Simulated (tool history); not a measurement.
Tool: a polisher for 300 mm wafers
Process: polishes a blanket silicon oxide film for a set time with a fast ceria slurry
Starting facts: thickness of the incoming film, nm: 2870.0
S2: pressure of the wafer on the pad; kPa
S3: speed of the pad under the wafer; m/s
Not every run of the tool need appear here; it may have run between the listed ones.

run 1 hour=0 | flow_of_slurry_(ml/min)=215 S2=22.1 S3=0.98 polishing_time_(s)=68 | film_removed_(Å)=10827
run 2 hour=8.3 | flow_of_slurry_(ml/min)=220 S2=24.1 S3=0.98 polishing_time_(s)=68 | film_removed_(Å)=11670
run 3 hour=12.7 | flow_of_slurry_(ml/min)=220 S2=24.1 S3=0.86 polishing_time_(s)=68 | film_removed_(Å)=10379
run 4 hour=16.2 | flow_of_slurry_(ml/min)=220 S2=18.6 S3=0.86 polishing_time_(s)=68 | film_removed_(Å)=8370.8
run 5 hour=24.1 | flow_of_slurry_(ml/min)=225 S2=22.1 S3=0.88 polishing_time_(s)=68 | film_removed_(Å)=9940.4
run 6 hour=31.4 | flow_of_slurry_(ml/min)=225 S2=19.3 S3=0.88 polishing_time_(s)=68 | film_removed_(Å)=8891.2
run 7 hour=37.3 | flow_of_slurry_(ml/min)=245 S2=25.5 S3=0.9 polishing_time_(s)=68 | film_removed_(Å)=11602
run 8 hour=42.7 | flow_of_slurry_(ml/min)=250 S2=27.6 S3=0.9 polishing_time_(s)=68 | film_removed_(Å)=12419
run 9 hour=45.2 | flow_of_slurry_(ml/min)=250 S2=29 S3=0.9 polishing_time_(s)=68 | film_removed_(Å)=13204
-- hour=52.8 worn pad replaced by a new one
run 10 hour=52.8 | flow_of_slurry_(ml/min)=250 S2=30.3 S3=0.9 polishing_time_(s)=68 | film_removed_(Å)=15387
run 11 hour=55.8 | flow_of_slurry_(ml/min)=245 S2=30.3 S3=0.9 polishing_time_(s)=68 | film_removed_(Å)=15117
run 12 hour=62.1 | flow_of_slurry_(ml/min)=235 S2=30.3 S3=0.9 polishing_time_(s)=68 | film_removed_(Å)=14950
run 13 hour=63.2 | flow_of_slurry_(ml/min)=230 S2=31 S3=0.9 polishing_time_(s)=68 | film_removed_(Å)=15282
run 14 hour=65 | flow_of_slurry_(ml/min)=230 S2=31.7 S3=0.9 polishing_time_(s)=68 | film_removed_(Å)=15693

Run 15 has not been measured yet. What should we expect?
run 15 hour=73.5 | flow_of_slurry_(ml/min)=230 S2=32.4 S3=0.9 polishing_time_(s)=68 | film_removed_(Å)=?

{"run 15": {"film removed (Å)": 15995}}

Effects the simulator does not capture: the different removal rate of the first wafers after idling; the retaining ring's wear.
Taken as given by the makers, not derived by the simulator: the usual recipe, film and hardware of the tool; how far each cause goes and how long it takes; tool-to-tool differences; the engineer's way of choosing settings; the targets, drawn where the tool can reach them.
